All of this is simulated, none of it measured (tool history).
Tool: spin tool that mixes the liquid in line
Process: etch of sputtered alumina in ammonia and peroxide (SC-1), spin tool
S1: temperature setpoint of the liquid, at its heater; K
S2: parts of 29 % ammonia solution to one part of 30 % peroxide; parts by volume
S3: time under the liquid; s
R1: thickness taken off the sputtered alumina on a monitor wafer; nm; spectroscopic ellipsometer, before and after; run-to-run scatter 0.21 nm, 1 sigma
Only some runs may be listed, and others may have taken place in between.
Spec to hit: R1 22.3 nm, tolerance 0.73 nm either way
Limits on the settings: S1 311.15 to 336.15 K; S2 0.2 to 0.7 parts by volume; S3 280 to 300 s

{"run": 1, "hour": 0.0, "S1": 320.15, "S2": 0.4, "S3": 280, "R1": 11.756}
{"run": 2, "hour": 1.6, "S1": 325.65, "S2": 0.4, "S3": 280, "R1": 16.196}
{"run": 3, "hour": 2.2, "S1": 327.15, "S2": 0.4, "S3": 280, "R1": 17.241}
{"run": 4, "hour": 7.1, "S1": 327.15, "S2": 0.5, "S3": 280, "R1": 17.89}
{"run": 5, "hour": 7.9, "S1": 328.15, "S2": 0.5, "S3": 280, "R1": 18.65}
{"run": 6, "hour": 9.0, "S1": 328.15, "S2": 0.5, "S3": 280, "R1": 18.862}
{"run": 7, "hour": 13.9, "S1": 328.65, "S2": 0.5, "S3": 280, "R1": 19.463}
{"run": 8, "hour": 17.6, "S1": 329.15, "S2": 0.5, "S3": 280, "R1": 19.9}
{"run": 9, "hour": 25.6, "S1": 329.65, "S2": 0.5, "S3": 280, "R1": 20.428}

Below are 4 possible settings for the next run. Only one of them brings all results inside the allowed miss of their targets. Which is it?
{"run": "A", "hour": 33.6, "S1": 330.65, "S2": 0.35, "S3": 300, "R1": "?"}
{"run": "B", "hour": 33.6, "S1": 327.65, "S2": 0.5, "S3": 280, "R1": "?"}
{"run": "C", "hour": 33.6, "S1": 326.15, "S2": 0.5, "S3": 300, "R1": "?"}
{"run": "D", "hour": 33.6, "S1": 327.15, "S2": 0.5, "S3": 290, "R1": "?"}

move=A R1=22.204
move=B R1=18.297
move=C R1=18.09
move=D R1=18.452
A: every result lands within tolerance
B: moves away from the targets compared with the last run
C: moves away from the targets compared with the last run
D: moves away from the targets compared with the last run
Correct choice: A, which meets every target

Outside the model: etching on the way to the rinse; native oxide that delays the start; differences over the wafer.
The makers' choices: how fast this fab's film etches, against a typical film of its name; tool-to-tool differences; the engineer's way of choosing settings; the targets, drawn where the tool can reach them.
